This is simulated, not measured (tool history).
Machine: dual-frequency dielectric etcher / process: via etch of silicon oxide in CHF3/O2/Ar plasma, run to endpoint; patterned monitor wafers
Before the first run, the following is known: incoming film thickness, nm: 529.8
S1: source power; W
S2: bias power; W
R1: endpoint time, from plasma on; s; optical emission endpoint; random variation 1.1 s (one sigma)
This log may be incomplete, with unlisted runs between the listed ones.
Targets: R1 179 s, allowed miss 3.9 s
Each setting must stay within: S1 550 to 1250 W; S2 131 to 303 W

run 1 hour=0 | S1=900 S2=217 | R1=215.23
run 2 hour=5.9 | S1=900 S2=255 | R1=204.84
run 3 hour=8.6 | S1=940 S2=258 | R1=201.11
run 4 hour=13.2 | S1=970 S2=261 | R1=198.22
run 5 hour=17 | S1=840 S2=261 | R1=206.83
run 6 hour=18.4 | S1=1000 S2=261 | R1=195.07
run 7 hour=26 | S1=1030 S2=263 | R1=191.77
-- hour=31.7 wet clean of the chamber
run 8 hour=31.7 | S1=1050 S2=264 | R1=186.49
run 9 hour=33.5 | S1=1060 S2=265 | R1=185.33
run 10 hour=35 | S1=1070 S2=265 | R1=184.44
run 11 hour=41.6 | S1=1080 S2=265 | R1=185.37
run 12 hour=45.2 | S1=1090 S2=266 | R1=182.71

Of the 4 settings listed for the next run, only one would bring every result within its allowed miss of target. Which one?
run A hour=48.8 | S1=1170 S2=266 | R1=?
run B hour=48.8 | S1=1250 S2=214 | R1=?
run C hour=48.8 | S1=1150 S2=244 | R1=?
run D hour=48.8 | S1=1100 S2=254 | R1=?

move=A R1=179.66
move=B R1=188.21
move=C R1=185.89
move=D R1=186.32
A: every result within its allowed miss
B: its largest miss is bigger than the last run's
C: its largest miss is bigger than the last run's
D: its largest miss is bigger than the last run's
Go with A: it meets all targets.
